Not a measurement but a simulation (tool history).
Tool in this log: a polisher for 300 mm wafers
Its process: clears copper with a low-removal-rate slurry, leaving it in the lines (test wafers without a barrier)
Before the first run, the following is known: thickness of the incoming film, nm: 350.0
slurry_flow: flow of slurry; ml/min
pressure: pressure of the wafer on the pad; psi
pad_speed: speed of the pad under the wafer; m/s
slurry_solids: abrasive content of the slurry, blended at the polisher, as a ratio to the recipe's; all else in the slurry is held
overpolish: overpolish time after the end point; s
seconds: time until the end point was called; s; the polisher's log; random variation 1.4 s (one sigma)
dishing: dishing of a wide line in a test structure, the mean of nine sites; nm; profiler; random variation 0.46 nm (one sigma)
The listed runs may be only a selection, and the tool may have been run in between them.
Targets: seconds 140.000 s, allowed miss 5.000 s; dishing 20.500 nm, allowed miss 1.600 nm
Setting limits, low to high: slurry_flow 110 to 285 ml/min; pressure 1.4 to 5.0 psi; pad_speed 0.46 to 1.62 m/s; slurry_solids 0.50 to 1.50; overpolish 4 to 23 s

run,hour,slurry_flow,pressure,pad_speed,slurry_solids,overpolish,seconds,dishing
1,0.0,180,3.2,1.04,1.00,12,100.390,34.500
2,2.9,215,3.2,1.04,1.00,12,96.874,34.516
3,5.3,215,3.2,0.94,1.00,12,106.840,29.459
4,6.0,215,3.2,0.94,1.00,9,107.680,23.741
5,12.6,215,3.2,0.94,0.85,9,110.650,22.710
6,19.2,215,3.2,0.94,0.75,9,114.510,22.709
# hour 20.0: slurry blender recalibrated
7,20.0,210,3.1,0.94,0.75,9,110.500,23.019
8,27.6,210,2.9,0.94,0.75,9,116.760,22.648
9,32.6,210,2.7,0.94,0.75,9,124.030,20.932

Pick the move, out of 5, that brings all results within their allowed miss; only one does.
A,37.6,220,2.9,0.70,1.10,9,?,?
B,37.6,225,2.2,0.94,0.95,10,?,?
C,37.6,220,2.2,0.94,0.90,8,?,?
D,37.6,200,1.6,1.12,0.85,11,?,?
E,37.6,180,2.5,0.98,0.65,11,?,?

move,seconds,dishing
A,144.770,17.762
B,138.520,20.339
C,140.090,16.317
D,152.530,20.179
E,131.340,23.412
A: the worst result of the last run now meets its target, but another is out of spec
B: all results land within tolerance of their targets
C: the worst result of the last run now meets its target, but another is out of spec
D: takes the result that was furthest off past its target
E: moves toward the targets from the last run without getting all of them in spec
Correct choice: B, which meets every target

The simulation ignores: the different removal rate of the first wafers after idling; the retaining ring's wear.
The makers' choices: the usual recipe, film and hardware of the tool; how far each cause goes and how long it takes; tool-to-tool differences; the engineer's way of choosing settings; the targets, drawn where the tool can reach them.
